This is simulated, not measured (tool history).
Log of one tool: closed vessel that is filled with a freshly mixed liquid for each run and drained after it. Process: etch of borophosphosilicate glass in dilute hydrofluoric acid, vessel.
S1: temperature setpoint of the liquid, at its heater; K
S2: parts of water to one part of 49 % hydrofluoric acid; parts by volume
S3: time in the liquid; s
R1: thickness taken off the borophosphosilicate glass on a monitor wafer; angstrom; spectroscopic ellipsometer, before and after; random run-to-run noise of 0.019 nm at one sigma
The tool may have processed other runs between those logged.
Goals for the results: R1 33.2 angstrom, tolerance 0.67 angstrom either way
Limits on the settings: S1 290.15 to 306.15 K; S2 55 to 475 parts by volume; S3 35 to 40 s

run	hour	S1	S2	S3	R1
1	0	298.15	265	40	46.73
2	8.8	298.15	200	40	66.546
3	12.7	298.15	130	40	112.74
4	14.4	301.15	130	40	124.36
5	20.6	301.15	55	40	329.89
6	23.8	301.15	55	40	327.79
7	25	297.15	160	40	84.877
8	29.4	295.15	170	40	72.83
9	36	293.65	185	40	61.882
10	38.4	292.65	200	40	54.423
11	47.2	292.15	215	40	49.056
12	56.5	291.65	225	40	45.351
13	61.5	291.15	235	40	42.199
14	68.4	291.15	245	40	40.35
15	73.8	291.15	250	40	39.254
16	75	291.15	255	40	38.101
17	78.5	291.15	260	40	37.589
18	86.5	291.15	265	40	36.544
19	91.4	291.15	270	40	35.719

Which one of the following 5 next-run settings gets every result inside its allowed miss? There is exactly one.
A	96.3	291.65	280	40	?
B	96.3	291.15	255	35	?
C	96.3	296.65	315	35	?
D	96.3	290.15	215	35	?
E	96.3	294.65	275	35	?

move	R1
A	34.891
B	33.627
C	31.484
D	39.758
E	34.888
A: better than the last run, though not everything is in spec
B: every result lands within tolerance
C: carries the result that was furthest off beyond its target, to the other side
D: the biggest miss grows against the last run
E: better than the last run, though not everything is in spec
Correct choice: B, which meets every target

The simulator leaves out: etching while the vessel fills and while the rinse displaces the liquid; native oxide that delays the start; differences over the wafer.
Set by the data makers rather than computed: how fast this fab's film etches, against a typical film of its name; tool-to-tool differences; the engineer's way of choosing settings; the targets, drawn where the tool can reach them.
